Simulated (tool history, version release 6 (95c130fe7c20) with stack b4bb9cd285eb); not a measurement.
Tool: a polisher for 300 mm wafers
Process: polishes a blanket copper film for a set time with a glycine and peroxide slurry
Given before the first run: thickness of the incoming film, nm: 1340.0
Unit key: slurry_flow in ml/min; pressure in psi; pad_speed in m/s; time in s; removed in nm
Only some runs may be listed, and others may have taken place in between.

run    day  slurry_flow  pressure  pad_speed  time  removed
  1      0          150       2.2        1.1   109   499.09
  2  0.042          150       1.9       1.04   109   434.48
  3  0.338          150       1.7       0.98   109   382.62
  4  0.583          150       1.7       0.98   115   416.03
  5  0.717          115       1.7       0.98   115   386.68
  6  0.946          115       1.7       1.12   115   431.89
  7  1.229          115       1.5       1.06   115      373
  8  1.467          115       1.4       1.02   115   361.47
  9  1.675          115       1.3       0.98   115   337.71

The next listed run, before its measurement:
 10  1.867          115       1.2       0.94   115        ?

removed: 312.67 nm

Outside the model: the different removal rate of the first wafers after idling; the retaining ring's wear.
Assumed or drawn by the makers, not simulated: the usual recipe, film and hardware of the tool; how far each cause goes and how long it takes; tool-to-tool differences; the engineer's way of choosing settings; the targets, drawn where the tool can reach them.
